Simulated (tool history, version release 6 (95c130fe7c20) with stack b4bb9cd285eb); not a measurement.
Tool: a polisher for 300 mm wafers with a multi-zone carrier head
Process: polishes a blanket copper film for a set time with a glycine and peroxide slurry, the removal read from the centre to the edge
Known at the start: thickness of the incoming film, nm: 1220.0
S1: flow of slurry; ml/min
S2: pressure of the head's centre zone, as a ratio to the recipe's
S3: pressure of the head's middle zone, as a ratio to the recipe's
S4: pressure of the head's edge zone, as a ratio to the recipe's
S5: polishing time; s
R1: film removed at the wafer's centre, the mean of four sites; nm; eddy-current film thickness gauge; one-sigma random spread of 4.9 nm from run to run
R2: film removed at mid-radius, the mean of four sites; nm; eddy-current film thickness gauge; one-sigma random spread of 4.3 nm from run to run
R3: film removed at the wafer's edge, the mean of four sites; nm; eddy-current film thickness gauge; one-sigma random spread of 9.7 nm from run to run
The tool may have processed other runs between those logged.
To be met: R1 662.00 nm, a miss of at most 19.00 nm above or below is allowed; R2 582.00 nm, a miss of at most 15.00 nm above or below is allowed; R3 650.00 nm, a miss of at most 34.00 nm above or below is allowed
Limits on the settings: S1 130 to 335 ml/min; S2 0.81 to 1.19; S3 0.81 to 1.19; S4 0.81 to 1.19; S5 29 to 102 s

{"run": 1, "hour": 0.0, "S1": 215, "S2": 1.0, "S3": 1.0, "S4": 1.0, "S5": 65, "R1": 494.17, "R2": 501.37, "R3": 491.42}
{"run": 2, "hour": 8.9, "S1": 220, "S2": 1.01, "S3": 1.0, "S4": 1.02, "S5": 66, "R1": 504.48, "R2": 511.11, "R3": 519.57}
{"run": 3, "hour": 11.7, "S1": 220, "S2": 1.09, "S3": 1.0, "S4": 1.02, "S5": 66, "R1": 552.39, "R2": 510.41, "R3": 528.71}
{"run": 4, "hour": 19.8, "S1": 220, "S2": 1.09, "S3": 1.04, "S4": 1.02, "S5": 66, "R1": 547.84, "R2": 519.49, "R3": 512.53}
{"run": 5, "hour": 22.7, "S1": 220, "S2": 1.09, "S3": 0.96, "S4": 1.02, "S5": 66, "R1": 546.22, "R2": 494.35, "R3": 516.47}
{"run": 6, "hour": 26.0, "S1": 220, "S2": 1.12, "S3": 0.96, "S4": 1.02, "S5": 66, "R1": 570.29, "R2": 493.0, "R3": 495.97}
{"run": 7, "hour": 29.6, "S1": 225, "S2": 1.13, "S3": 0.97, "S4": 1.04, "S5": 66, "R1": 574.62, "R2": 492.73, "R3": 508.88}
{"run": 8, "hour": 34.3, "S1": 225, "S2": 1.13, "S3": 0.97, "S4": 1.06, "S5": 67, "R1": 587.03, "R2": 509.0, "R3": 535.76}
{"run": 9, "hour": 39.9, "S1": 230, "S2": 1.13, "S3": 0.98, "S4": 1.07, "S5": 67, "R1": 577.37, "R2": 508.3, "R3": 521.4}
{"run": 10, "hour": 47.4, "S1": 220, "S2": 1.13, "S3": 0.98, "S4": 1.08, "S5": 68, "R1": 586.12, "R2": 517.06, "R3": 550.39}
{"run": 11, "hour": 49.0, "S1": 195, "S2": 1.19, "S3": 1.04, "S4": 1.18, "S5": 74, "R1": 657.71, "R2": 578.8, "R3": 615.32}

Exactly one of the 4 candidate moves below puts every result within its allowed miss. Which one?
{"run": "A", "hour": 50.6, "S1": 185, "S2": 1.17, "S3": 1.04, "S4": 1.12, "S5": 81, "R1": "?", "R2": "?", "R3": "?"}
{"run": "B", "hour": 50.6, "S1": 195, "S2": 1.13, "S3": 0.97, "S4": 1.17, "S5": 78, "R1": "?", "R2": "?", "R3": "?"}
{"run": "C", "hour": 50.6, "S1": 200, "S2": 1.13, "S3": 1.07, "S4": 1.19, "S5": 78, "R1": "?", "R2": "?", "R3": "?"}
{"run": "D", "hour": 50.6, "S1": 215, "S2": 1.19, "S3": 1.1, "S4": 1.06, "S5": 71, "R1": "?", "R2": "?", "R3": "?"}

move=A R1=709.92 R2=628.27 R3=647.01
move=B R1=666.02 R2=578.80 R3=641.71
move=C R1=669.32 R2=625.98 R3=648.49
move=D R1=649.50 R2=588.12 R3=560.56
A: corrects the largest miss of the last run, while another result sits out of spec
B: hits every target within its allowed miss
C: corrects the largest miss of the last run, while another result sits out of spec
D: the biggest miss grows against the last run
B meets every target.
